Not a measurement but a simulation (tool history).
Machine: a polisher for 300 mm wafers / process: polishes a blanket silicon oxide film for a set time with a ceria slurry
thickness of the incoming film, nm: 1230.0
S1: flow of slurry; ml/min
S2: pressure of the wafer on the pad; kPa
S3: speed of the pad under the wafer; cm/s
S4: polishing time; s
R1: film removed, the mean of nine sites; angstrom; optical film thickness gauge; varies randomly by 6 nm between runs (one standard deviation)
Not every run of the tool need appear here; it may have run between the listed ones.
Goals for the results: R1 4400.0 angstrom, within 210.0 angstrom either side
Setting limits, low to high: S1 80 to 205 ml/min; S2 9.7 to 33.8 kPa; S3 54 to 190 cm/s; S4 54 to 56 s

run	hour	S1	S2	S3	S4	R1
1	0.0	135	21.4	122	54	2639.0
2	2.2	135	22.8	122	54	2780.5
3	6.9	135	18.6	122	54	2505.9
4	15.5	120	18.6	122	54	2343.2
5	16.6	125	20.0	124	54	2578.2
6	23.4	125	16.5	124	54	2283.0
7	25.6	125	16.5	124	54	2273.3
8	29.5	130	18.6	126	54	2465.6
9	34.1	130	20.7	128	54	2683.0
10	43.0	140	26.9	136	54	3488.1
11	45.4	140	27.6	136	54	3564.4
12	53.8	140	28.3	136	54	3560.9
13	60.2	140	29.0	136	54	3707.0
14	67.1	140	29.6	136	54	3701.0
15	74.1	140	30.3	136	54	3904.2
16	79.5	140	31.0	136	54	3946.9
17	87.1	140	32.4	138	54	4100.9

Consider the 5 candidate settings below. Which is the only one whose results all fall within their allowed miss of target?
A	94.7	120	33.1	162	56	?
B	94.7	130	33.8	154	56	?
C	94.7	135	31.0	148	56	?
D	94.7	160	32.4	154	56	?
E	94.7	110	30.3	142	55	?

move	R1
A	4962.6
B	4892.6
C	4457.3
D	4939.5
E	3944.2
A: takes the biggest miss from the last run beyond its target
B: takes the biggest miss from the last run beyond its target
C: in spec on every target
D: takes the biggest miss from the last run beyond its target
E: lands further from the targets than the last run did
Correct choice: C, which meets every target

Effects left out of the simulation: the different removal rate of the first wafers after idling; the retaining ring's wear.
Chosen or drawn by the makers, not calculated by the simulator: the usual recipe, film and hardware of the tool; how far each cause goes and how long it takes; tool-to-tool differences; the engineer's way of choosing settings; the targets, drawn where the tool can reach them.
